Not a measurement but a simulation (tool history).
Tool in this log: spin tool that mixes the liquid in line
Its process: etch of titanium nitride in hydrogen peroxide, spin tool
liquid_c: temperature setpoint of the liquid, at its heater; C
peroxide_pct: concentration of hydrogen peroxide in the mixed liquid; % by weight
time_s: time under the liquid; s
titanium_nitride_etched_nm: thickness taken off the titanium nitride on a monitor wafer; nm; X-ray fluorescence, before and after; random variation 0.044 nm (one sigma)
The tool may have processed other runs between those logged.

run	hour	liquid_c	peroxide_pct	time_s	titanium_nitride_etched_nm
1	0.0	49.0	23.5	325	12.2640
2	8.6	52.5	23.5	325	15.4830
3	9.7	50.0	23.5	325	12.8940
4	14.4	48.0	23.5	325	11.2850
5	17.0	46.5	23.5	325	10.1290
6	22.4	45.0	23.5	325	8.9922
7	27.2	45.0	23.5	325	9.0478
8	28.0	44.0	23.5	325	8.3482
9	33.8	43.0	23.5	325	7.6540
10	38.3	42.5	23.5	325	7.4991
11	42.1	42.0	23.5	325	7.1901
12	43.0	41.5	23.5	325	6.9940
13	52.0	41.0	23.5	325	6.6482
14	58.2	40.5	23.5	325	6.3969
15	65.7	40.0	23.5	325	6.1300

Estimate the outcome of run 16 from the log above:
16	71.4	38.0	23.5	325	?

Logged for run 16: titanium_nitride_etched_nm 5.2286 nm.
